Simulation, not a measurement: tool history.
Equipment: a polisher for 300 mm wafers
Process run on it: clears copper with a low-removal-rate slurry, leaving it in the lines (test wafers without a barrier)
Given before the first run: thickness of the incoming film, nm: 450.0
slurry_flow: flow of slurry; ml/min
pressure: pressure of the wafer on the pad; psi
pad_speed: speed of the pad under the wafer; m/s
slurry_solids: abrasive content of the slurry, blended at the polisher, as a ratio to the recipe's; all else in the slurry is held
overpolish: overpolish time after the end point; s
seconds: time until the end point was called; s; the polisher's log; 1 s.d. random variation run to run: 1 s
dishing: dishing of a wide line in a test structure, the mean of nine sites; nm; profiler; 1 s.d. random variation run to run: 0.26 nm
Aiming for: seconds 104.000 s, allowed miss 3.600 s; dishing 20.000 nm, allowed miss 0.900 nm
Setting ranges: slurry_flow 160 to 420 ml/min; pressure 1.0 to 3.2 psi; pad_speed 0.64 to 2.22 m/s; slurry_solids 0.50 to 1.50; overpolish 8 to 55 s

| run | hour | slurry_flow | pressure | pad_speed | slurry_solids | overpolish | seconds | dishing |
|---|---|---|---|---|---|---|---|---|
| 1 | 0.0 | 270 | 2.1 | 1.42 | 1.00 | 28 | 181.870 | 19.709 |
| 2 | 7.7 | 270 | 2.3 | 1.42 | 1.00 | 26 | 171.690 | 19.106 |
| 3 | 15.5 | 270 | 2.3 | 1.70 | 1.00 | 26 | 143.070 | 19.337 |
| 4 | 23.4 | 270 | 2.4 | 1.70 | 1.00 | 26 | 138.210 | 19.381 |
| 5 | 31.4 | 215 | 2.4 | 1.70 | 1.00 | 26 | 141.680 | 19.230 |
| 6 | 39.6 | 215 | 2.4 | 2.04 | 1.00 | 26 | 117.960 | 20.212 |
| 7 | 46.4 | 220 | 2.4 | 2.04 | 1.00 | 26 | 119.900 | 20.075 |
| 8 | 50.3 | 225 | 2.4 | 2.04 | 1.00 | 26 | 118.480 | 20.021 |
| 9 | 51.9 | 230 | 2.4 | 2.04 | 1.00 | 26 | 117.630 | 20.248 |
| 10 | 58.0 | 235 | 2.4 | 2.04 | 1.00 | 25 | 116.670 | 20.277 |
| 11 | 63.0 | 240 | 2.4 | 2.04 | 1.00 | 24 | 116.210 | 19.717 |

Which one of the following 4 next-run settings gets every result inside its allowed miss? There is exactly one.
| A | 68.0 | 300 | 2.7 | 1.84 | 0.85 | 28 | ? | ? |
| B | 68.0 | 250 | 2.7 | 2.20 | 1.00 | 24 | ? | ? |
| C | 68.0 | 185 | 2.3 | 2.04 | 1.05 | 41 | ? | ? |
| D | 68.0 | 250 | 2.5 | 2.22 | 1.00 | 23 | ? | ? |

| move | seconds | dishing |
|---|---|---|
| A | 116.310 | 20.351 |
| B | 97.251 | 20.369 |
| C | 123.340 | 20.355 |
| D | 103.040 | 20.225 |
A: no nearer and no further than the last run
B: takes the result that was furthest off past its target
C: misses by more than the last run did
D: every result within its allowed miss
Move D is the one to make.
